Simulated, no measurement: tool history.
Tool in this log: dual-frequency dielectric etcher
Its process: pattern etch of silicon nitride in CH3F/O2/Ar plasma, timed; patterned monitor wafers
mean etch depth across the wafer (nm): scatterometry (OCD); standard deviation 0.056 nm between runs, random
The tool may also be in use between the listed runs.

run    day  source power (kW)  bias power (kW)  etch time (s)  mean etch depth across the wafer (nm)
  1      0               0.53            0.086           26.5                                 23.064
  2  0.342               0.51            0.084           26.5                                  22.48
  3  0.521               0.49            0.082           26.5                                 21.654
  4  0.571               0.47            0.082           26.5                                 21.501
  5  0.629               0.45            0.081           26.5                                 21.016
  6  0.733               0.45            0.089           26.5                                  21.92
  7  0.938               0.43            0.087           26.5                                 21.297
  8  1.229               0.42            0.086           26.5                                 20.938

What will run 9 give?
     1.583  -- source power generator calibrated
  9  1.583               0.41            0.085           26.5                                      ?

mean etch depth across the wafer (nm): 20.903
